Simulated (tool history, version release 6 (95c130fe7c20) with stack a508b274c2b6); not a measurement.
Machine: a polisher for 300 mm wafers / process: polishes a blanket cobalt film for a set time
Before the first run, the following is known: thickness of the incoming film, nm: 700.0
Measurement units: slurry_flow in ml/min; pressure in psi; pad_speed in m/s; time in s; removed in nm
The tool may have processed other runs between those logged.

run  hour  slurry_flow  pressure  pad_speed  time  removed
  1   0.0          165       1.9       1.20    51   292.14
  2   1.6          125       1.9       1.20    51   280.77
  3   7.9          125       1.9       1.20    51   278.20
  4  13.1          125       2.1       1.20    51   305.32
  5  18.5          110       2.1       1.20    51   299.07
  6  24.9          110       2.1       1.20    53   310.44
  7  26.9          130       2.4       1.22    53   365.15

What will run 8 give?
  8  28.3          140       2.6       1.26    53        ?

removed: 406.41 nm

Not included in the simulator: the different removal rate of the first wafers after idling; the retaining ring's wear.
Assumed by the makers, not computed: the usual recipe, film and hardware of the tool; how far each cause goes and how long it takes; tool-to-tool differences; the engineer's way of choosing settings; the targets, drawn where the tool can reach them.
